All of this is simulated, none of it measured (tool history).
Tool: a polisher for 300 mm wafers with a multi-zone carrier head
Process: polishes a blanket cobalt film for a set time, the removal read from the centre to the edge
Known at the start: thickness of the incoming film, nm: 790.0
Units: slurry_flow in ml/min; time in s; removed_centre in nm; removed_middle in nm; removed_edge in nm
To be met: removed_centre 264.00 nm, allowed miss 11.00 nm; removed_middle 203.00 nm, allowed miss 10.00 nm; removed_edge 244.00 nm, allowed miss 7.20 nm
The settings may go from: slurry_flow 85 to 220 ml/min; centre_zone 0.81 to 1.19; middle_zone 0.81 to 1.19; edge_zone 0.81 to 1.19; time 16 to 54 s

Run 1, hour 0.0: slurry_flow 140 ml/min, centre_zone 1.00, middle_zone 1.00, edge_zone 1.00, time 35 s. Result: removed_centre 214.72 nm, removed_middle 206.98 nm, removed_edge 211.91 nm.
Run 2, hour 0.7: slurry_flow 140 ml/min, centre_zone 1.00, middle_zone 1.00, edge_zone 1.08, time 35 s. Result: removed_centre 217.68 nm, removed_middle 208.91 nm, removed_edge 215.60 nm.
Run 3, hour 4.5: slurry_flow 140 ml/min, centre_zone 1.00, middle_zone 1.00, edge_zone 1.15, time 35 s. Result: removed_centre 218.29 nm, removed_middle 213.26 nm, removed_edge 221.99 nm.
Run 4, hour 8.9: slurry_flow 120 ml/min, centre_zone 1.00, middle_zone 1.00, edge_zone 1.15, time 35 s. Result: removed_centre 214.09 nm, removed_middle 205.96 nm, removed_edge 220.82 nm.
Run 5, hour 17.2: slurry_flow 120 ml/min, centre_zone 1.00, middle_zone 1.00, edge_zone 1.09, time 35 s. Result: removed_centre 213.23 nm, removed_middle 208.50 nm, removed_edge 214.29 nm.
Run 6, hour 24.5: slurry_flow 105 ml/min, centre_zone 1.00, middle_zone 1.00, edge_zone 1.09, time 35 s. Result: removed_centre 205.47 nm, removed_middle 208.15 nm, removed_edge 210.67 nm.
Run 7, hour 28.6: slurry_flow 125 ml/min, centre_zone 1.02, middle_zone 0.98, edge_zone 1.12, time 35 s. Result: removed_centre 219.30 nm, removed_middle 204.95 nm, removed_edge 221.01 nm.
Run 8, hour 31.9: slurry_flow 135 ml/min, centre_zone 1.05, middle_zone 0.97, edge_zone 1.13, time 35 s. Result: removed_centre 224.91 nm, removed_middle 197.93 nm, removed_edge 219.71 nm.
Run 9, hour 34.0: slurry_flow 145 ml/min, centre_zone 1.07, middle_zone 0.96, edge_zone 1.15, time 36 s. Result: removed_centre 235.20 nm, removed_middle 216.45 nm, removed_edge 229.98 nm.
Run 10, hour 35.8: slurry_flow 150 ml/min, centre_zone 1.10, middle_zone 0.92, edge_zone 1.16, time 36 s. Result: removed_centre 246.67 nm, removed_middle 205.95 nm, removed_edge 229.35 nm.
Run 11, hour 42.5: slurry_flow 150 ml/min, centre_zone 1.10, middle_zone 0.90, edge_zone 1.17, time 36 s. Result: removed_centre 247.46 nm, removed_middle 205.01 nm, removed_edge 236.49 nm.
Run 12, hour 48.8: slurry_flow 155 ml/min, centre_zone 1.11, middle_zone 0.89, edge_zone 1.17, time 36 s. Result: removed_centre 253.17 nm, removed_middle 203.01 nm, removed_edge 237.89 nm.
Run 13, hour 51.2: slurry_flow 160 ml/min, centre_zone 1.12, middle_zone 0.88, edge_zone 1.17, time 36 s. Result: removed_centre 254.35 nm, removed_middle 196.69 nm, removed_edge 233.67 nm.

5 next moves are on the table. One of them brings every result within its allowed miss. Which?
Run A, hour 53.6: slurry_flow 195 ml/min, centre_zone 1.11, middle_zone 0.94, edge_zone 1.14, time 35 s. Result: removed_centre ?, removed_middle ?, removed_edge ?.
Run B, hour 53.6: slurry_flow 135 ml/min, centre_zone 1.13, middle_zone 0.87, edge_zone 1.18, time 38 s. Result: removed_centre ?, removed_middle ?, removed_edge ?.
Run C, hour 53.6: slurry_flow 200 ml/min, centre_zone 1.12, middle_zone 0.97, edge_zone 1.14, time 34 s. Result: removed_centre ?, removed_middle ?, removed_edge ?.
Run D, hour 53.6: slurry_flow 180 ml/min, centre_zone 1.19, middle_zone 0.89, edge_zone 1.15, time 33 s. Result: removed_centre ?, removed_middle ?, removed_edge ?.
Run E, hour 53.6: slurry_flow 160 ml/min, centre_zone 1.17, middle_zone 0.86, edge_zone 1.17, time 35 s. Result: removed_centre ?, removed_middle ?, removed_edge ?.

move  removed_centre  removed_middle  removed_edge
   A          254.21          210.60        228.13
   B          265.26          203.86        242.86
   C          250.05          210.69        222.04
   D          253.54          187.73        214.49
   E          259.78          190.52        226.76
A: further off than the last run
B: meets every target
C: further off than the last run
D: further off than the last run
E: further off than the last run
Answer: B
